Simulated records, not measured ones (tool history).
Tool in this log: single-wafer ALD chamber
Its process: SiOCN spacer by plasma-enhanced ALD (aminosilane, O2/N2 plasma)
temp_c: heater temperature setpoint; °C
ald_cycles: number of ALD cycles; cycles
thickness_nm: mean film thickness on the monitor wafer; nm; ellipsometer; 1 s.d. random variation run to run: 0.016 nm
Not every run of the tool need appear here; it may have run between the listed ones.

Run 1, hour 0: temp_c 385 °C, ald_cycles 106 cycles. Result: thickness_nm 5.958 nm.
Run 2, hour 2.6: temp_c 378 °C, ald_cycles 106 cycles. Result: thickness_nm 5.9626 nm.
Run 3, hour 6.4: temp_c 378 °C, ald_cycles 94 cycles. Result: thickness_nm 5.2707 nm.
Run 4, hour 11.9: temp_c 385 °C, ald_cycles 94 cycles. Result: thickness_nm 5.2808 nm.
Run 5, hour 17.6: temp_c 385 °C, ald_cycles 99 cycles. Result: thickness_nm 5.5693 nm.
Run 6, hour 20.1: temp_c 385 °C, ald_cycles 84 cycles. Result: thickness_nm 4.714 nm.
Run 7, hour 24.7: temp_c 385 °C, ald_cycles 92 cycles. Result: thickness_nm 5.1478 nm.
Run 8, hour 29.7: temp_c 385 °C, ald_cycles 92 cycles. Result: thickness_nm 5.1636 nm.
Run 9, hour 38.3: temp_c 385 °C, ald_cycles 99 cycles. Result: thickness_nm 5.5443 nm.

Estimate the outcome of run 10 from the log above:
Run 10, hour 44.7: temp_c 385 °C, ald_cycles 105 cycles. Result: thickness_nm ?.

{"run 10": {"thickness_nm": 5.9057}}
